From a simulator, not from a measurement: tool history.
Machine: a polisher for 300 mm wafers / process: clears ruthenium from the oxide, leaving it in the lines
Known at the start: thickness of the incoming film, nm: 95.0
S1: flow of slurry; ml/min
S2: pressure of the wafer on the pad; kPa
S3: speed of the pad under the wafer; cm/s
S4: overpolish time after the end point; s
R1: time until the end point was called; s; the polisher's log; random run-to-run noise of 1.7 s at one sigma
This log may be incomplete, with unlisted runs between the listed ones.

run  hour   S1    S2  S3  S4      R1
  1     0  225  18.6  78   7  95.602
  2   5.8  225  17.2  78   7   101.5
  3  10.8  195  17.2  78   7  106.22
  4  17.8  190  16.5  78   7  107.33
  5  24.9  190  16.5  96   7  93.612
  6  33.8  185  15.2  96   7  99.929

Run 7 is up next; what results do you expect?
  7  34.9  185  13.8  94   7   ?

{"run 7": {"R1": 111.27}}
